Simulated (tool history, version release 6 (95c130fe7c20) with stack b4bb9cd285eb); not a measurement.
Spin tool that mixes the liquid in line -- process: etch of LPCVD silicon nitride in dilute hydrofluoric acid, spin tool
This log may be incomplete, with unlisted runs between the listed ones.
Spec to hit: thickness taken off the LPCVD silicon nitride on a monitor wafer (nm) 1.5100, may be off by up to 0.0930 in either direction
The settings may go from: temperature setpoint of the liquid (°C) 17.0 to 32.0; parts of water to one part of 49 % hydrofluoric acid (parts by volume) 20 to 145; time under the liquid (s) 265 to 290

run  hour  temperature setpoint of the liquid (°C)  parts of water to one part of 49 % hydrofluoric acid (parts by volume)  time under the liquid (s)  thickness taken off the LPCVD silicon nitride on a monitor wafer (nm)
  1   0.0                                     24.0                                                                      80                        265                                                                 2.0475
  2   5.6                                     27.5                                                                      80                        265                                                                 2.4962
  3  11.8                                     27.5                                                                      95                        265                                                                 2.2445
  4  20.2                                     27.5                                                                      80                        265                                                                 2.6367
  5  23.0                                     24.5                                                                      80                        265                                                                 2.1025
  6  30.0                                     24.5                                                                      65                        265                                                                 2.6097
  7  34.5                                     24.5                                                                      65                        265                                                                 2.6619
  8  37.6                                     20.5                                                                      80                        265                                                                 1.6045

Which one of the following 5 next-run settings gets every result inside its allowed miss? There is exactly one.
  A  40.7                                     21.0                                                                     110                        265                                                                      ?
  B  40.7                                     17.0                                                                      70                        275                                                                      ?
  C  40.7                                     18.0                                                                      90                        280                                                                      ?
  D  40.7                                     22.0                                                                      80                        265                                                                      ?
  E  40.7                                     18.5                                                                      95                        285                                                                      ?

move  thickness taken off the LPCVD silicon nitride on a monitor wafer (nm)
   A                                                                 1.2342
   B                                                                 1.5096
   C                                                                 1.2917
   D                                                                 1.8037
   E                                                                 1.2914
A: takes the result that was furthest off past its target
B: every result lands within tolerance
C: takes the result that was furthest off past its target
D: its largest miss is bigger than the last run's
E: takes the result that was furthest off past its target
The move that meets every target is B.

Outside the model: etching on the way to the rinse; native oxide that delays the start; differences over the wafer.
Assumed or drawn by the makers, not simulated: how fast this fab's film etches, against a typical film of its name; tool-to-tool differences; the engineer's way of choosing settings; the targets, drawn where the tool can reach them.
